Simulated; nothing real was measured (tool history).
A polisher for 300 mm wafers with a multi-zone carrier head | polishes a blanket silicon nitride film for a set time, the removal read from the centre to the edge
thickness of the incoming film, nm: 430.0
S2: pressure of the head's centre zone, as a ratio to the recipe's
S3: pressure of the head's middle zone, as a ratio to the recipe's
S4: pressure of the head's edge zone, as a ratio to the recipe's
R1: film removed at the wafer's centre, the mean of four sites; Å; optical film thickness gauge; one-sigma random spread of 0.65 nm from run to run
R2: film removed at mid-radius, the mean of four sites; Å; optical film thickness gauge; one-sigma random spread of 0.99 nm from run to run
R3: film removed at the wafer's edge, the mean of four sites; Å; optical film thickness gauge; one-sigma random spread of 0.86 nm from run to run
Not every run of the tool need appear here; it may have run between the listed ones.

Run 1, hour 0: flow of slurry (ml/min) 295, S2 1, S3 1, S4 1, polishing time (s) 63. Result: R1 1615.3 Å, R2 1648 Å, R3 1619.2 Å.
Run 2, hour 8.2: flow of slurry (ml/min) 295, S2 0.93, S3 1, S4 1, polishing time (s) 63. Result: R1 1528.7 Å, R2 1631.9 Å, R3 1586.7 Å.
Run 3, hour 12.2: flow of slurry (ml/min) 280, S2 0.91, S3 1.01, S4 1.02, polishing time (s) 60. Result: R1 1413.7 Å, R2 1559.8 Å, R3 1539.6 Å.
Run 4, hour 21: flow of slurry (ml/min) 340, S2 0.91, S3 1.01, S4 1.02, polishing time (s) 60. Result: R1 1444.9 Å, R2 1590.4 Å, R3 1564 Å.
Run 5, hour 25.2: flow of slurry (ml/min) 325, S2 0.89, S3 1.02, S4 1.02, polishing time (s) 58. Result: R1 1356.4 Å, R2 1564.1 Å, R3 1495.7 Å.
Run 6, hour 34.1: flow of slurry (ml/min) 325, S2 0.89, S3 1.02, S4 1.09, polishing time (s) 58. Result: R1 1359.6 Å, R2 1541.4 Å, R3 1554.9 Å.
Run 7, hour 35.9: flow of slurry (ml/min) 315, S2 0.88, S3 1.02, S4 1.08, polishing time (s) 56. Result: R1 1300.4 Å, R2 1471.2 Å, R3 1492.7 Å.
Run 8, hour 37.4: flow of slurry (ml/min) 305, S2 0.87, S3 1.03, S4 1.07, polishing time (s) 54. Result: R1 1234.1 Å, R2 1429.5 Å, R3 1427.9 Å.
Run 9, hour 38.2: flow of slurry (ml/min) 295, S2 0.86, S3 1.03, S4 1.06, polishing time (s) 53. Result: R1 1194.1 Å, R2 1409.2 Å, R3 1390.1 Å.
Run 10, hour 39.4: flow of slurry (ml/min) 285, S2 0.85, S3 1.03, S4 1.05, polishing time (s) 52. Result: R1 1174 Å, R2 1377 Å, R3 1347.3 Å.

Expected results for the next run?
Run 11, hour 40.4: flow of slurry (ml/min) 280, S2 0.84, S3 1.04, S4 1.05, polishing time (s) 51. Result: R1 ?, R2 ?, R3 ?.

Run 11 measured R1 1123.9 Å, R2 1363.4 Å, R3 1340.9 Å.
